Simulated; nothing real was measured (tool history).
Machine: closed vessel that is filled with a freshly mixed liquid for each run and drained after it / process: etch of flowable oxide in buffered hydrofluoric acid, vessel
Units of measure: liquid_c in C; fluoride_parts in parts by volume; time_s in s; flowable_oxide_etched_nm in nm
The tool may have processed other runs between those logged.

run	hour	liquid_c	fluoride_parts	time_s	flowable_oxide_etched_nm
1	0.0	21.0	19.5	100	110.47
2	1.4	22.0	18.5	100	126.07
3	8.4	22.0	18.5	100	124.89
4	9.7	22.0	18.5	100	126.32
5	17.2	23.0	18.0	100	138.32
6	21.9	23.0	18.0	100	136.24
7	29.2	23.0	18.0	100	136.86
8	37.4	23.5	17.5	100	142.99
# hour 39.0: thermometer replaced
9	39.0	27.5	11.0	100	302.19
10	41.4	27.0	11.0	100	302.00
11	43.9	26.5	11.0	100	290.81

Run 12 has not been measured yet. What should we expect?
12	49.1	26.0	11.0	100	?

flowable_oxide_etched_nm: 279.71 nm
